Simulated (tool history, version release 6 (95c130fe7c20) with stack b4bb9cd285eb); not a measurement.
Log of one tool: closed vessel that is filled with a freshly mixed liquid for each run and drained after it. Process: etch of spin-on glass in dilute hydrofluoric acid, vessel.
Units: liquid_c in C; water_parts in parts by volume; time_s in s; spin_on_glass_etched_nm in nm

run	hour	liquid_c	water_parts	time_s	spin_on_glass_etched_nm
1	0.0	24.0	120	65	21.147
2	2.9	24.0	120	45	14.625
3	10.4	24.0	120	65	21.386
4	15.3	24.0	100	65	25.800
5	19.1	25.5	90	65	31.253
6	21.2	25.5	75	65	38.146
7	22.0	25.5	75	65	37.575
8	24.7	26.5	70	65	42.548

The next listed run, before its measurement:
9	28.3	27.5	70	65	?

spin_on_glass_etched_nm: 44.095 nm
